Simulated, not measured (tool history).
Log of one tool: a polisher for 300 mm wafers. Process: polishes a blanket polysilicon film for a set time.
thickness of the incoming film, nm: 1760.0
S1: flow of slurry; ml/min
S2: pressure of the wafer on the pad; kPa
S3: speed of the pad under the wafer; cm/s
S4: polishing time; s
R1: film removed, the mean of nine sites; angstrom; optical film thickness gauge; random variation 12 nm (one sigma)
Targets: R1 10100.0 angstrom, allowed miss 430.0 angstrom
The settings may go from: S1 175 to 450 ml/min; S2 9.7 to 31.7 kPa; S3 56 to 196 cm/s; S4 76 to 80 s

| run | hour | S1 | S2 | S3 | S4 | R1 |
|---|---|---|---|---|---|---|
| 1 | 0.0 | 290 | 20.7 | 126 | 76 | 7161.1 |
| 2 | 7.9 | 290 | 22.8 | 126 | 76 | 7561.8 |
| 3 | 12.3 | 290 | 17.9 | 126 | 76 | 6231.1 |
| 4 | 19.3 | 290 | 20.7 | 128 | 76 | 7184.5 |
| 5 | 27.8 | 290 | 20.7 | 116 | 76 | 6698.7 |
| 6 | 34.5 | 230 | 20.7 | 116 | 76 | 6394.6 |
| 7 | 38.9 | 280 | 26.2 | 120 | 76 | 8208.3 |
| 8 | 46.6 | 280 | 27.6 | 120 | 76 | 8558.2 |
| 9 | 48.4 | 280 | 29.0 | 120 | 76 | 8928.4 |
| 10 | 50.9 | 280 | 29.6 | 122 | 76 | 9289.8 |
| 11 | 57.6 | 280 | 30.3 | 122 | 76 | 9284.8 |
| 12 | 59.0 | 280 | 30.3 | 122 | 76 | 9429.4 |
| 13 | 61.3 | 280 | 30.3 | 122 | 76 | 9255.5 |

Which of these 5 next moves meets every target?
| A | 63.6 | 355 | 29.0 | 142 | 79 | ? |
| B | 63.6 | 245 | 26.2 | 162 | 80 | ? |
| C | 63.6 | 285 | 28.3 | 128 | 76 | ? |
| D | 63.6 | 290 | 25.5 | 158 | 80 | ? |
| E | 63.6 | 175 | 26.9 | 148 | 78 | ? |

| move | R1 |
|---|---|
| A | 11003.0 |
| B | 11282.0 |
| C | 9210.3 |
| D | 10948.0 |
| E | 9882.9 |
A: takes the result that was furthest off past its target
B: takes the result that was furthest off past its target
C: further off than the last run
D: takes the result that was furthest off past its target
E: meets every target
Answer: E
